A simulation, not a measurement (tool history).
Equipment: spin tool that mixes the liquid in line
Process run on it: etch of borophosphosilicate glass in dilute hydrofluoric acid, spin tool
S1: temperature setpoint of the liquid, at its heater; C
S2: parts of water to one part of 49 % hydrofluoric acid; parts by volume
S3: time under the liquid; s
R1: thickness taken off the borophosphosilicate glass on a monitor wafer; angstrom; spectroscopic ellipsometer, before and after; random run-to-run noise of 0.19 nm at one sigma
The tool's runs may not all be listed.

run	day	S1	S2	S3	R1
1	0.000	20.0	180	100	153.30
2	0.204	17.5	180	100	138.78
3	0.321	20.5	180	100	155.71
4	0.496	20.5	230	100	114.75
5	0.712	23.0	200	100	151.42
6	0.854	20.0	200	100	135.68
7	1.108	22.5	180	100	169.80
8	1.279	24.5	165	100	200.09

The next listed run, before its measurement:
9	1.342	24.5	165	100	?

R1: 200.35 angstrom

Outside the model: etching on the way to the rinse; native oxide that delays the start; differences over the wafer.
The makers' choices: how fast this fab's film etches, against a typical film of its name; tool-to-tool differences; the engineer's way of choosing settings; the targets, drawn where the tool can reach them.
